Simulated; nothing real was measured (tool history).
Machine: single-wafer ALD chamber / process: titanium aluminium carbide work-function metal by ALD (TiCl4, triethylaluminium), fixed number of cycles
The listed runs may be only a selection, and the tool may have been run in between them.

run	hour	heater temperature setpoint (°C)	triethylaluminium pulse time (s)	mean film thickness on the monitor wafer (angstrom)
1	0.0	280	9.07	16.500
2	3.4	286	9.07	17.118
3	12.2	286	6.68	15.823
4	19.2	286	4.98	14.635
# hour 26.1: triethylaluminium bottle replaced
5	26.1	294	4.98	16.038
6	34.4	302	4.98	16.846
7	42.5	296	4.71	16.002
8	49.4	292	4.54	15.672
9	55.5	288	4.33	14.959

For run 10, what comes out?
10	61.5	286	4.22	?

{"run 10": {"mean film thickness on the monitor wafer (angstrom)": 14.691}}
